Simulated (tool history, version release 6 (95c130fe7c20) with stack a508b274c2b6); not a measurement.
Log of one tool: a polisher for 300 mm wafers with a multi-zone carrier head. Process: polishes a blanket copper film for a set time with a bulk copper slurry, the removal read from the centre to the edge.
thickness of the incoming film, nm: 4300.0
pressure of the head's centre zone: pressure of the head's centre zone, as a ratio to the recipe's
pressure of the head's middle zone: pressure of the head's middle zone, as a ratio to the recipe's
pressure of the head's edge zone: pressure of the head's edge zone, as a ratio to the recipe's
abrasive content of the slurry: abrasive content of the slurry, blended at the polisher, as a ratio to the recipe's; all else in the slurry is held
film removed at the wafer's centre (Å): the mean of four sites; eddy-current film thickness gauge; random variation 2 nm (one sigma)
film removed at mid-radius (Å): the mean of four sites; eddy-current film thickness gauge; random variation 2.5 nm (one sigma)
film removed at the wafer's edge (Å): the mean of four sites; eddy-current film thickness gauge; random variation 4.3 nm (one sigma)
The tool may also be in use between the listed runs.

run,hour,flow of slurry (ml/min),pressure of the head's centre zone,pressure of the head's middle zone,pressure of the head's edge zone,abrasive content of the slurry,polishing time (s),film removed at the wafer's centre (Å),film removed at mid-radius (Å),film removed at the wafer's edge (Å)
1,0,160,1,1,1,1,33,2313.7,2379.7,2331.3
2,5.6,160,1,0.92,1,1,33,2295.4,2191.9,2323.6
3,7.8,170,0.99,0.97,1.03,1.1,33,2346.1,2373.5,2477.7
4,8.7,180,0.98,1.02,1.03,1.15,33,2398.4,2521.6,2450.9
5,10.7,180,0.95,1.02,1.03,1.15,33,2309.3,2529,2505.5
6,15.4,180,0.95,1.02,1.12,1.15,33,2300.7,2493.8,2520.5
7,21,180,0.95,1.02,1.12,1.15,33,2350,2539.7,2602.6
8,23.2,190,0.94,1.06,1.12,1.2,33,2353,2640.5,2619.8
9,25.3,195,0.93,1.09,1.1,1.25,33,2318.4,2781.4,2677.8
10,29.9,205,0.94,1.11,1.09,1.3,33,2398,2845.3,2641.1

Forecast run 11:
11,34.8,205,0.94,1.11,1.09,1.3,33,?,?,?

{"run 11": {"film removed at the wafer's centre (Å)": 2396.9, "film removed at mid-radius (Å)": 2841.3, "film removed at the wafer's edge (Å)": 2637}}
